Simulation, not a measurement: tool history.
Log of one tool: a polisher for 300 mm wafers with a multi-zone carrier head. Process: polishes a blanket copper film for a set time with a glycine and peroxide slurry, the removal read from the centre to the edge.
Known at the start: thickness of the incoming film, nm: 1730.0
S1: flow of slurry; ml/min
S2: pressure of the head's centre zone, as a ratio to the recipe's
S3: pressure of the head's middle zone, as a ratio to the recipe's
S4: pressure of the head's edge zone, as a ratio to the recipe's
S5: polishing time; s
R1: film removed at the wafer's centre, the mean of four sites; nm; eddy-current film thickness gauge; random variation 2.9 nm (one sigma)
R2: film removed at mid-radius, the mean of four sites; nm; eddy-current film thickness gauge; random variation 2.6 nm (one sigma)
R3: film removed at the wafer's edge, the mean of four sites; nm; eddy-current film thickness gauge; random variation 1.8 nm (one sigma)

run 1 day=0.000 | S1=215 S2=1.00 S3=1.00 S4=1.00 S5=52 | R1=245.10 R2=242.23 R3=246.89
run 2 day=0.371 | S1=210 S2=0.97 S3=0.99 S4=0.96 S5=50 | R1=226.00 R2=227.61 R3=228.35
run 3 day=0.588 | S1=210 S2=0.97 S3=0.99 S4=0.96 S5=42 | R1=182.33 R2=192.24 R3=190.99
run 4 day=0.862 | S1=170 S2=0.97 S3=0.99 S4=0.96 S5=42 | R1=178.07 R2=186.87 R3=187.90
run 5 day=0.921 | S1=215 S2=0.97 S3=0.99 S4=0.96 S5=42 | R1=194.00 R2=194.67 R3=190.18
run 6 day=1.088 | S1=215 S2=0.92 S3=0.99 S4=0.96 S5=42 | R1=179.23 R2=189.23 R3=193.21

The next listed run, before its measurement:
run 7 day=1.404 | S1=225 S2=0.93 S3=1.00 S4=0.97 S5=42 | R1=? R2=? R3=?

Run 7 gave R1 186.12 nm, R2 198.01 nm, R3 190.43 nm.
